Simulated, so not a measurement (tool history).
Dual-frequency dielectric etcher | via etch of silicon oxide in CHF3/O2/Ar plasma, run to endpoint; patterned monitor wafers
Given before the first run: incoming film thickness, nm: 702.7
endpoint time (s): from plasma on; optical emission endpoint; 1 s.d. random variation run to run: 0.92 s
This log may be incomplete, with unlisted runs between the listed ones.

{"run": 1, "hour": 0.0, "source power (W)": 680, "bias power (W)": 183, "endpoint time (s)": 293.65}
{"run": 2, "hour": 2.4, "source power (W)": 730, "bias power (W)": 186, "endpoint time (s)": 286.29}
{"run": 3, "hour": 8.3, "source power (W)": 770, "bias power (W)": 190, "endpoint time (s)": 279.94}
{"run": 4, "hour": 14.3, "source power (W)": 670, "bias power (W)": 190, "endpoint time (s)": 293.29}
{"run": 5, "hour": 23.1, "source power (W)": 550, "bias power (W)": 190, "endpoint time (s)": 310.62}
{"run": 6, "hour": 27.6, "source power (W)": 600, "bias power (W)": 190, "endpoint time (s)": 302.51}
{"run": 7, "hour": 34.2, "source power (W)": 670, "bias power (W)": 195, "endpoint time (s)": 288.96}
{"run": 8, "hour": 41.3, "source power (W)": 720, "bias power (W)": 198, "endpoint time (s)": 282.69}

What does the tool deliver on the next run?
{"run": 9, "hour": 43.1, "source power (W)": 720, "bias power (W)": 198, "endpoint time (s)": "?"}

{"run 9": {"endpoint time (s)": 281.69}}
